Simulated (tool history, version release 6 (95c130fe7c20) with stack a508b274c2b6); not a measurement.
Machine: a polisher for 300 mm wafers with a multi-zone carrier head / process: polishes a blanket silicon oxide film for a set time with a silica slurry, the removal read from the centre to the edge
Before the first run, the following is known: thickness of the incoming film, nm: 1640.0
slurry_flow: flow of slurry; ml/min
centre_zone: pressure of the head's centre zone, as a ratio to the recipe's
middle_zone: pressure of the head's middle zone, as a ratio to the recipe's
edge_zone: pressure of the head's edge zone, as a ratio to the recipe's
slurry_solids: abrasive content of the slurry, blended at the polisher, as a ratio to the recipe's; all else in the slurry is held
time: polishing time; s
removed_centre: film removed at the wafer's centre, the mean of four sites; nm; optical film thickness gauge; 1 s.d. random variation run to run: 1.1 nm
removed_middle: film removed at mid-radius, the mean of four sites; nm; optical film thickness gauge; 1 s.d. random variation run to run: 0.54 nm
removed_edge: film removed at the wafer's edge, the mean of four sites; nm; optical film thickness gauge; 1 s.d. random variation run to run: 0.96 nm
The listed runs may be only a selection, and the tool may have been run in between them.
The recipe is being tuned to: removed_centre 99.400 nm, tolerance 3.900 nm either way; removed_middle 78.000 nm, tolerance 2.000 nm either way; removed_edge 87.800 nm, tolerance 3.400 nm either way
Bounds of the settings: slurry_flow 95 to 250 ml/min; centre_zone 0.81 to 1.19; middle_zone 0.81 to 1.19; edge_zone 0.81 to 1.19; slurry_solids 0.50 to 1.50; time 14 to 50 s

Run 1, hour 0.0: slurry_flow 160 ml/min, centre_zone 1.00, middle_zone 1.00, edge_zone 1.00, slurry_solids 1.00, time 32 s. Result: removed_centre 91.353 nm, removed_middle 90.171 nm, removed_edge 89.438 nm.
Run 2, hour 5.7: slurry_flow 160 ml/min, centre_zone 1.00, middle_zone 1.00, edge_zone 1.00, slurry_solids 1.00, time 27 s. Result: removed_centre 76.027 nm, removed_middle 76.626 nm, removed_edge 77.041 nm.
Run 3, hour 7.3: slurry_flow 160 ml/min, centre_zone 1.00, middle_zone 0.92, edge_zone 1.00, slurry_solids 1.00, time 27 s. Result: removed_centre 77.186 nm, removed_middle 71.024 nm, removed_edge 75.700 nm.
Run 4, hour 14.7: slurry_flow 160 ml/min, centre_zone 1.00, middle_zone 0.92, edge_zone 0.95, slurry_solids 1.00, time 27 s. Result: removed_centre 77.659 nm, removed_middle 71.406 nm, removed_edge 74.523 nm.
Run 5, hour 15.3: slurry_flow 175 ml/min, centre_zone 1.04, middle_zone 0.91, edge_zone 1.00, slurry_solids 1.05, time 27 s. Result: removed_centre 82.827 nm, removed_middle 72.706 nm, removed_edge 79.599 nm.
Run 6, hour 18.7: slurry_flow 175 ml/min, centre_zone 1.07, middle_zone 0.91, edge_zone 1.00, slurry_solids 1.05, time 27 s. Result: removed_centre 84.472 nm, removed_middle 73.519 nm, removed_edge 78.827 nm.
Run 7, hour 24.3: slurry_flow 190 ml/min, centre_zone 1.10, middle_zone 0.90, edge_zone 1.02, slurry_solids 1.10, time 27 s. Result: removed_centre 88.465 nm, removed_middle 74.467 nm, removed_edge 80.679 nm.
Run 8, hour 27.5: slurry_flow 195 ml/min, centre_zone 1.12, middle_zone 0.89, edge_zone 1.04, slurry_solids 1.15, time 27 s. Result: removed_centre 92.389 nm, removed_middle 76.257 nm, removed_edge 84.704 nm.

4 next moves are on the table. One of them brings every result within its allowed miss. Which?
Run A, hour 30.7: slurry_flow 190 ml/min, centre_zone 0.91, middle_zone 0.84, edge_zone 1.10, slurry_solids 1.25, time 27 s. Result: removed_centre ?, removed_middle ?, removed_edge ?.
Run B, hour 30.7: slurry_flow 220 ml/min, centre_zone 1.14, middle_zone 0.86, edge_zone 1.01, slurry_solids 1.25, time 27 s. Result: removed_centre ?, removed_middle ?, removed_edge ?.
Run C, hour 30.7: slurry_flow 220 ml/min, centre_zone 1.19, middle_zone 0.86, edge_zone 0.94, slurry_solids 0.95, time 29 s. Result: removed_centre ?, removed_middle ?, removed_edge ?.
Run D, hour 30.7: slurry_flow 220 ml/min, centre_zone 0.95, middle_zone 0.86, edge_zone 1.19, slurry_solids 1.40, time 25 s. Result: removed_centre ?, removed_middle ?, removed_edge ?.

move  removed_centre  removed_middle  removed_edge
   A          80.970          74.283        87.948
   B          99.459          77.338        86.444
   C          98.443          73.879        80.412
   D          83.009          74.825        89.232
A: its largest miss is bigger than the last run's
B: in spec on every target
C: puts the biggest miss on target and leaves a different result outside tolerance
D: its largest miss is bigger than the last run's
So the answer is move B, the one that meets all the targets.
